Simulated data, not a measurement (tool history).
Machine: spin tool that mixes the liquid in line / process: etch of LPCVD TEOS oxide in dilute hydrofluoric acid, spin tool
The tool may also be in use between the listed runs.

| run | day | temperature setpoint of the liquid (°C) | parts of water to one part of 49 % hydrofluoric acid (parts by volume) | time under the liquid (s) | thickness taken off the LPCVD TEOS oxide on a monitor wafer (Å) |
|---|---|---|---|---|---|
| 1 | 0 | 24 | 275 | 280 | 216.58 |
| 2 | 0.033 | 24 | 275 | 300 | 228.55 |
| 3 | 0.379 | 24 | 355 | 300 | 166.28 |
| 4 | 0.479 | 24 | 280 | 300 | 226.7 |
| 5 | 0.767 | 24 | 280 | 280 | 209.26 |
| 6 | 0.829 | 20.5 | 280 | 280 | 185.72 |
| 7 | 0.904 | 19.5 | 300 | 280 | 164.25 |

The next listed run, before its measurement:
| 8 | 1.2 | 19 | 310 | 280 | ? |

thickness taken off the LPCVD TEOS oxide on a monitor wafer (Å): 156.74
